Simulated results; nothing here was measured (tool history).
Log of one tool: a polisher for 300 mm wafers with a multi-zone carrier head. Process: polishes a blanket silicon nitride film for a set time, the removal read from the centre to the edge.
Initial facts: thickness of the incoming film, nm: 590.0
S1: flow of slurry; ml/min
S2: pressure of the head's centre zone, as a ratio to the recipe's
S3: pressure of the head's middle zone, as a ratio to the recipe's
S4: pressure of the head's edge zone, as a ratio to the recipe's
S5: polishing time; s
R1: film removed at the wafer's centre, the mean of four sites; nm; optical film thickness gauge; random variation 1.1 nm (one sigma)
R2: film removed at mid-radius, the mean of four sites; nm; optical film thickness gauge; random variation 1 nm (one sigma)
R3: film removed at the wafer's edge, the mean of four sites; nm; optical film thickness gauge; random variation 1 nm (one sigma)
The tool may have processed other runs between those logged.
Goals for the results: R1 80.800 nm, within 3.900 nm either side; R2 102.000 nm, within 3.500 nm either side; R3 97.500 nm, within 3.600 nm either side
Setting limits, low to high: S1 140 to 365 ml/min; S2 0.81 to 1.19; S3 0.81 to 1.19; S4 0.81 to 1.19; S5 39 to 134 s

run  hour   S1    S2    S3    S4  S5      R1      R2      R3
  1   0.0  235  1.00  1.00  1.00  86  73.524  74.731  74.282
  2   3.5  235  1.00  1.00  1.00  66  58.193  57.101  57.632
  3   5.6  195  1.00  1.00  1.00  66  55.494  55.131  54.621
  4   9.7  195  0.93  1.00  1.00  66  52.834  55.007  55.571
     10.2  -- slurry nozzle cleaned
  5  10.2  195  0.93  1.00  1.08  66  54.241  58.827  59.546
  6  17.2  195  0.99  1.00  1.08  66  57.941  58.258  59.545
  7  25.9  220  0.97  1.02  1.10  71  63.039  64.354  65.142
  8  30.1  225  0.93  1.04  1.12  77  65.132  72.042  71.274

Pick the move, out of 4, that brings all results within their allowed miss; only one does.
  A  34.3  195  0.90  1.05  1.18   89   ?   ?   ?
  B  34.3  225  0.93  0.85  1.19  111   ?   ?   ?
  C  34.3  225  0.86  1.02  1.09   63   ?   ?   ?
  D  34.3  225  0.84  1.14  1.17  102   ?   ?   ?

move      R1       R2       R3
   A  72.621   82.062   83.268
   B  94.858   87.500  106.160
   C  50.788   57.848   57.464
   D  80.855  102.990   96.321
A: closes in on the targets versus the last run, not all within tolerance yet
B: closes in on the targets versus the last run, not all within tolerance yet
C: its largest miss is bigger than the last run's
D: hits every target within its allowed miss
Answer: D
